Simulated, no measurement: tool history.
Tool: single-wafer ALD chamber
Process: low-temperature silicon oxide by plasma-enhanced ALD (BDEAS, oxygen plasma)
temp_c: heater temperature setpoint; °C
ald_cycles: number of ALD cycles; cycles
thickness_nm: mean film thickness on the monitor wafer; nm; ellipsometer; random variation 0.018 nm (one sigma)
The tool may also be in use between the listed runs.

run	hour	temp_c	ald_cycles	thickness_nm
1	0	115	61	8.7459
2	6.7	107	61	8.8629
3	12.9	107	67	9.7605
4	14.5	110	61	8.8331
5	18.9	113	56	8.058
6	19.6	116	53	7.604
7	27.3	119	51	7.2837

Forecast run 8:
8	28	119	51	?

Run 8 gave thickness_nm 7.2467 nm.
